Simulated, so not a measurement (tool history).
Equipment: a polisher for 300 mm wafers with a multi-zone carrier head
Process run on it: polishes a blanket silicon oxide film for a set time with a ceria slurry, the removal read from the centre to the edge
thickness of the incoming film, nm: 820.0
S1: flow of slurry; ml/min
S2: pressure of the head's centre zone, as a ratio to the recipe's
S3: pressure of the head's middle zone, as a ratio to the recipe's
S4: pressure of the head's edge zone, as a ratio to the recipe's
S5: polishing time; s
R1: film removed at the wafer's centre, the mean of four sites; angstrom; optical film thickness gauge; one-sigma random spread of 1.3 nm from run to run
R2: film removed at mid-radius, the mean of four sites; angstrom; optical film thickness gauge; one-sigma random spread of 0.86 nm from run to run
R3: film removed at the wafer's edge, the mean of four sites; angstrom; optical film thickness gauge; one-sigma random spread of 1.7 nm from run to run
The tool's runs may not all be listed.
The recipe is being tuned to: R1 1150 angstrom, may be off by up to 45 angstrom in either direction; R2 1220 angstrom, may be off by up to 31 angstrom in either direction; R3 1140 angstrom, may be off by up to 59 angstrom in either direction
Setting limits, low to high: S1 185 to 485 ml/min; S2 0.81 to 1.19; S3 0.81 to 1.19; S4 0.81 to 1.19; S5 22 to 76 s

run,day,S1,S2,S3,S4,S5,R1,R2,R3
1,0,310,1,1,1,49,1882.7,1788.6,1810.4
2,0.05,310,0.98,1,0.97,45,1697.2,1645.6,1602.1
3,0.121,310,1.02,1,0.97,45,1806.9,1643.3,1652.9
4,0.221,305,0.98,0.98,0.94,43,1576.5,1527.3,1572.5
5,0.342,320,0.97,0.99,0.94,40,1454.4,1439.8,1459.2
6,0.554,320,0.97,0.9,0.94,40,1496.2,1348.7,1466.7
7,0.692,320,0.91,1,0.84,30,1049.2,1107.6,1064.2
8,0.888,325,0.92,1.01,0.86,30,1057.7,1131.6,1061.9
9,0.942,350,0.96,1.02,0.94,33,1239.2,1233.2,1187.1
10,0.992,350,0.95,1.02,0.94,33,1226.8,1249.8,1227.1
11,1.112,350,0.95,1.02,0.92,33,1217.8,1244.9,1186.7
12,1.383,350,0.95,1.02,0.92,33,1230,1247.4,1192.9
13,1.654,345,0.94,1.02,0.91,33,1190.5,1235.6,1226
14,1.967,335,0.94,1.02,0.9,33,1200.3,1233,1183.1
# day 2.029: worn pad replaced by a new one
15,2.029,335,0.94,1.02,0.89,33,1249.1,1292.7,1249.9
16,2.379,320,0.94,1.02,0.9,33,1258.2,1273.9,1253.9

Of the 5 settings listed for the next run, only one would bring every result within its allowed miss of target. Which one?
A,2.729,260,0.84,0.94,1.12,35,?,?,?
B,2.729,185,1.12,1.01,0.91,33,?,?,?
C,2.729,305,0.81,0.88,0.98,35,?,?,?
D,2.729,305,0.92,1.02,0.81,31,?,?,?
E,2.729,185,0.84,0.97,0.93,39,?,?,?

move,R1,R2,R3
A,1155.7,1244.7,1394.3
B,1381.9,1186.4,1189.9
C,1134.8,1199.9,1356.1
D,1144,1200.2,1136.8
E,1221.8,1357.7,1415.8
A: puts the biggest miss on target and leaves a different result outside tolerance
B: its largest miss is bigger than the last run's
C: puts the biggest miss on target and leaves a different result outside tolerance
D: all results in spec
E: its largest miss is bigger than the last run's
So the answer is move D, the one that meets all the targets.

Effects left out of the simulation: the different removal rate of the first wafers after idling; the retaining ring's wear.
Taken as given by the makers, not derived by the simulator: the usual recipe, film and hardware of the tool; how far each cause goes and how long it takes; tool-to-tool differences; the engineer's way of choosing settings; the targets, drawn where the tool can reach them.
